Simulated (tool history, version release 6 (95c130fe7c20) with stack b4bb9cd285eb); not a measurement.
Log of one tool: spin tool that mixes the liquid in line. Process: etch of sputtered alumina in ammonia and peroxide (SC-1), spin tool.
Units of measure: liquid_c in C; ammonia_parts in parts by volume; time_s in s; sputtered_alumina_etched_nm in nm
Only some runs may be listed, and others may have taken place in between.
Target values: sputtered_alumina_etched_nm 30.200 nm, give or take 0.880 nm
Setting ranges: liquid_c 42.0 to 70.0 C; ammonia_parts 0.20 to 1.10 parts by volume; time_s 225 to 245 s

run,day,liquid_c,ammonia_parts,time_s,sputtered_alumina_etched_nm
1,0.000,58.0,0.60,225,22.422
2,0.342,58.5,0.60,225,22.828
3,0.404,58.5,0.45,225,22.053
4,0.558,59.0,0.45,225,22.689
5,0.612,55.5,0.45,225,18.849
6,0.658,56.5,0.45,225,19.883
7,0.912,57.5,0.45,225,21.188
8,1.125,58.0,0.45,225,21.650
9,1.454,58.5,0.45,225,22.249
10,1.533,59.0,0.45,225,22.671
11,1.646,65.5,0.45,225,31.432

4 next moves are on the table. One of them brings every result within its allowed miss. Which?
A,1.758,66.5,0.40,225,?
B,1.758,66.5,0.55,225,?
C,1.758,66.0,0.50,225,?
D,1.758,63.5,0.40,240,?

move,sputtered_alumina_etched_nm
A,32.684
B,33.681
C,32.568
D,30.039
A: lands further from the targets than the last run did
B: lands further from the targets than the last run did
C: lands further from the targets than the last run did
D: meets every target
Correct choice: D, which meets every target

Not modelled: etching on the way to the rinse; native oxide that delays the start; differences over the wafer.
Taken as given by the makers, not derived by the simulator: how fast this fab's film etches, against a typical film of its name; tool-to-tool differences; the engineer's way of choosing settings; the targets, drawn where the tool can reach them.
